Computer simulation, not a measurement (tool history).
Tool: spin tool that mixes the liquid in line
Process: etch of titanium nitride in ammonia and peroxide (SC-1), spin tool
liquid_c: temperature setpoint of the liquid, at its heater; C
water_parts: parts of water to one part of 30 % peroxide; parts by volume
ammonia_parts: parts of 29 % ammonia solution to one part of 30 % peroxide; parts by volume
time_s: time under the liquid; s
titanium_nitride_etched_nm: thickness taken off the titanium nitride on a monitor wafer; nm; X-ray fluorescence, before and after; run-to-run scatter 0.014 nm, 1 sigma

Run 1, day 0: liquid_c 50 C, water_parts 10 parts by volume, ammonia_parts 0.6 parts by volume, time_s 35 s. Result: titanium_nitride_etched_nm 0.94263 nm.
Run 2, day 0.092: liquid_c 50 C, water_parts 13.5 parts by volume, ammonia_parts 0.6 parts by volume, time_s 35 s. Result: titanium_nitride_etched_nm 0.79968 nm.
Run 3, day 0.346: liquid_c 45.5 C, water_parts 13.5 parts by volume, ammonia_parts 0.6 parts by volume, time_s 35 s. Result: titanium_nitride_etched_nm 0.57712 nm.
Run 4, day 0.462: liquid_c 49 C, water_parts 13.5 parts by volume, ammonia_parts 0.6 parts by volume, time_s 35 s. Result: titanium_nitride_etched_nm 0.74428 nm.
Run 5, day 0.754: liquid_c 52 C, water_parts 13.5 parts by volume, ammonia_parts 0.6 parts by volume, time_s 35 s. Result: titanium_nitride_etched_nm 0.91993 nm.
Run 6, day 1.079: liquid_c 49 C, water_parts 13.5 parts by volume, ammonia_parts 0.6 parts by volume, time_s 35 s. Result: titanium_nitride_etched_nm 0.74989 nm.
Run 7, day 1.383: liquid_c 52 C, water_parts 13.5 parts by volume, ammonia_parts 0.6 parts by volume, time_s 35 s. Result: titanium_nitride_etched_nm 0.92008 nm.
At day 1.596: heated supply line repaired.
Run 8, day 1.596: liquid_c 54.5 C, water_parts 13.5 parts by volume, ammonia_parts 0.6 parts by volume, time_s 35 s. Result: titanium_nitride_etched_nm 1.3216 nm.

The next listed run, before its measurement:
Run 9, day 1.771: liquid_c 61 C, water_parts 13.5 parts by volume, ammonia_parts 0.6 parts by volume, time_s 35 s. Result: titanium_nitride_etched_nm ?.

titanium_nitride_etched_nm: 2.043 nm
